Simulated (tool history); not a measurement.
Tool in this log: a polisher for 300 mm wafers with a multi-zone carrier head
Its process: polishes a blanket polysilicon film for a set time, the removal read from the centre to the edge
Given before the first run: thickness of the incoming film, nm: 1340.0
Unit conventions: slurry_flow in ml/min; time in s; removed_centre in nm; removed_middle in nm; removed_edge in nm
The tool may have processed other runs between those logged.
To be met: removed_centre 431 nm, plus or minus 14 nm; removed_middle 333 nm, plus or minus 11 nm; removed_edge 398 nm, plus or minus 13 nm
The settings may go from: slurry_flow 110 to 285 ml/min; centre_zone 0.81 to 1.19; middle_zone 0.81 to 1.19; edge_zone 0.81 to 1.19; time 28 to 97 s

run  hour  slurry_flow  centre_zone  middle_zone  edge_zone  time  removed_centre  removed_middle  removed_edge
  1     0          180            1            1          1    62          480.52          466.19        481.88
  2   6.6          180            1         0.95          1    62          490.41          444.04        478.59
  3   9.9          180            1         0.91          1    62          484.63          427.27        486.05
  4  13.7          180            1         0.91          1    74          580.23          504.93        581.46
  5  17.2          170         1.01         0.88       0.97    67          522.74          452.91        519.56
  6    22          170         1.01         0.81       0.97    67          524.73          415.73         525.7
  7    28          175         1.03         0.81       0.95    62          499.34           390.6        479.49
  8  30.1          170         1.04         0.81       0.94    59          475.38          367.33        445.58
  9  30.7          160         1.04         0.81       0.93    58          469.29          355.33        434.25
 10  31.7          150         1.03         0.81       0.91    57          452.07          354.25        429.04
 11  39.7          145         1.03         0.81        0.9    56          437.92           343.8        405.74

Which one of the following 5 next-run settings gets every result inside its allowed miss? There is exactly one.
  A  47.7          165         0.95         0.81       0.92    57               ?               ?             ?
  B  47.7          140         1.02         0.87        0.9    56               ?               ?             ?
  C  47.7          180         1.03         0.81       0.88    53               ?               ?             ?
  D  47.7          145         1.06         0.85       0.93    55               ?               ?             ?
  E  47.7          145         0.98         0.84       0.89    56               ?               ?             ?

move  removed_centre  removed_middle  removed_edge
   A          412.54          356.49        425.24
   B             425           363.7        407.15
   C          420.24           334.8        390.37
   D          435.68          351.92         407.4
   E          410.55          355.02        406.55
A: the biggest miss grows against the last run
B: the biggest miss grows against the last run
C: every result lands within tolerance
D: the biggest miss grows against the last run
E: the biggest miss grows against the last run
So the answer is move C, the one that meets all the targets.
